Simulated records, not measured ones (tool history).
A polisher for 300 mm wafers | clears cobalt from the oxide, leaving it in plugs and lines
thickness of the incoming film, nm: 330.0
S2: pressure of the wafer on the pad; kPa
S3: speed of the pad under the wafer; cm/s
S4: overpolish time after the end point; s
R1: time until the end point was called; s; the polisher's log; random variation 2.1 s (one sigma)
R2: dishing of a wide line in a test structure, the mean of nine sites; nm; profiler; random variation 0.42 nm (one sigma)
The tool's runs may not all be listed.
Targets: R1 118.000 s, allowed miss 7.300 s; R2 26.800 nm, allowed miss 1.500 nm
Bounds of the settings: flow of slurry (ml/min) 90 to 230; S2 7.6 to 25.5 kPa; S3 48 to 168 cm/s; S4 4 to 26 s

Run 1, hour 0.0: flow of slurry (ml/min) 150, S2 16.5 kPa, S3 108 cm/s, S4 13 s. Result: R1 72.464 s, R2 39.385 nm.
Run 2, hour 3.6: flow of slurry (ml/min) 150, S2 16.5 kPa, S3 108 cm/s, S4 7 s. Result: R1 72.997 s, R2 25.965 nm.
Run 3, hour 7.5: flow of slurry (ml/min) 150, S2 16.5 kPa, S3 82 cm/s, S4 7 s. Result: R1 86.668 s, R2 22.501 nm.
Run 4, hour 15.7: flow of slurry (ml/min) 150, S2 19.3 kPa, S3 82 cm/s, S4 7 s. Result: R1 74.651 s, R2 25.178 nm.
Run 5, hour 18.2: flow of slurry (ml/min) 150, S2 17.2 kPa, S3 82 cm/s, S4 9 s. Result: R1 83.767 s, R2 28.012 nm.
Run 6, hour 20.9: flow of slurry (ml/min) 150, S2 15.9 kPa, S3 80 cm/s, S4 10 s. Result: R1 90.455 s, R2 28.720 nm.
Run 7, hour 29.2: flow of slurry (ml/min) 150, S2 14.5 kPa, S3 78 cm/s, S4 10 s. Result: R1 100.980 s, R2 26.749 nm.
Run 8, hour 33.7: flow of slurry (ml/min) 150, S2 13.8 kPa, S3 78 cm/s, S4 10 s. Result: R1 104.050 s, R2 25.899 nm.
Run 9, hour 38.5: flow of slurry (ml/min) 150, S2 13.1 kPa, S3 78 cm/s, S4 10 s. Result: R1 108.950 s, R2 24.680 nm.
Run 10, hour 41.2: flow of slurry (ml/min) 145, S2 11.7 kPa, S3 76 cm/s, S4 14 s. Result: R1 124.770 s, R2 28.761 nm.

5 next moves are on the table. One of them brings every result within its allowed miss. Which?
Run A, hour 43.9: flow of slurry (ml/min) 155, S2 13.8 kPa, S3 48 cm/s, S4 13 s. Result: R1 ?, R2 ?.
Run B, hour 43.9: flow of slurry (ml/min) 145, S2 13.8 kPa, S3 50 cm/s, S4 16 s. Result: R1 ?, R2 ?.
Run C, hour 43.9: flow of slurry (ml/min) 165, S2 12.4 kPa, S3 60 cm/s, S4 17 s. Result: R1 ?, R2 ?.
Run D, hour 43.9: flow of slurry (ml/min) 140, S2 13.1 kPa, S3 68 cm/s, S4 12 s. Result: R1 ?, R2 ?.
Run E, hour 43.9: flow of slurry (ml/min) 170, S2 11.0 kPa, S3 84 cm/s, S4 15 s. Result: R1 ?, R2 ?.

move       R1      R2
   A  132.700  26.136
   B  131.320  30.704
   C  129.840  32.300
   D  117.670  26.925
   E  118.990  31.436
A: brings the result that was furthest off to its target, and leaves another outside
B: further off than the last run
C: further off than the last run
D: meets every target
E: further off than the last run
Answer: D
